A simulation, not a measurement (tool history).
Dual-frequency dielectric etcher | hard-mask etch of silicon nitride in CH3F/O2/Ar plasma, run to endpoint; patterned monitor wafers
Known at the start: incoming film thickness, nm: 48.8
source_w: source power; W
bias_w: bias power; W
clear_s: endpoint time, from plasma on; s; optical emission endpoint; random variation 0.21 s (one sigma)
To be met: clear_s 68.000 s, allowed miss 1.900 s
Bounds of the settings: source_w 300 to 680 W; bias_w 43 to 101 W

{"run": 1, "day": 0.0, "source_w": 490, "bias_w": 72, "clear_s": 59.387}
{"run": 2, "day": 0.162, "source_w": 490, "bias_w": 78, "clear_s": 57.835}
{"run": 3, "day": 0.458, "source_w": 470, "bias_w": 77, "clear_s": 59.065}
{"run": 4, "day": 0.546, "source_w": 450, "bias_w": 76, "clear_s": 60.794}
{"run": 5, "day": 0.796, "source_w": 510, "bias_w": 76, "clear_s": 57.376}
{"run": 6, "day": 1.017, "source_w": 490, "bias_w": 75, "clear_s": 58.23}
{"run": 7, "day": 1.342, "source_w": 470, "bias_w": 74, "clear_s": 60.046}
{"run": 8, "day": 1.55, "source_w": 460, "bias_w": 73, "clear_s": 60.625}
{"run": 9, "day": 1.771, "source_w": 450, "bias_w": 72, "clear_s": 61.645}
{"run": 10, "day": 2.125, "source_w": 440, "bias_w": 71, "clear_s": 62.916}
{"run": 11, "day": 2.171, "source_w": 430, "bias_w": 71, "clear_s": 63.115}
{"run": 12, "day": 2.225, "source_w": 420, "bias_w": 71, "clear_s": 63.656}
{"run": 13, "day": 2.454, "source_w": 410, "bias_w": 71, "clear_s": 64.925}

4 next moves are on the table. One of them brings every result within its allowed miss. Which?
{"run": "A", "day": 2.683, "source_w": 450, "bias_w": 64, "clear_s": "?"}
{"run": "B", "day": 2.683, "source_w": 420, "bias_w": 69, "clear_s": "?"}
{"run": "C", "day": 2.683, "source_w": 380, "bias_w": 66, "clear_s": "?"}
{"run": "D", "day": 2.683, "source_w": 420, "bias_w": 76, "clear_s": "?"}

move=A clear_s=64.120
move=B clear_s=64.246
move=C clear_s=68.352
move=D clear_s=61.894
A: further off than the last run
B: further off than the last run
C: meets every target
D: further off than the last run
Move C is the one to make.
